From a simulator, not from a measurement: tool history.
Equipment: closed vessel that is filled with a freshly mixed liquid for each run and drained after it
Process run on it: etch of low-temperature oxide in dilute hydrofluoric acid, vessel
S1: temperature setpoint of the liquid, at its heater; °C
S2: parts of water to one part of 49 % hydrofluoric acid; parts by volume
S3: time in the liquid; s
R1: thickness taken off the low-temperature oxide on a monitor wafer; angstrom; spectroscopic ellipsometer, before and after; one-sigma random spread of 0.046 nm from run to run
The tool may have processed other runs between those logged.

run    day    S1   S2   S3      R1
  1      0    25  155  180  312.35
  2  0.125    24  165  180  277.61
  3  0.479    24  135  180  354.15
  4  0.667    24  135  195  383.27
  5    0.9  25.5  135  195  405.87
  6  1.217  24.5  150  195  347.74
  7  1.462  23.5  160  195  307.24
  8  1.662  23.5  160  195  308.62
  9  2.004  22.5  170  195   276.3
 10  2.217  18.5  235  195  160.31
 11  2.396  17.5  240  195  149.99

Run 12 has not been measured yet. What should we expect?
 12  2.721  17  240  195   ?

R1: 147.56 angstrom
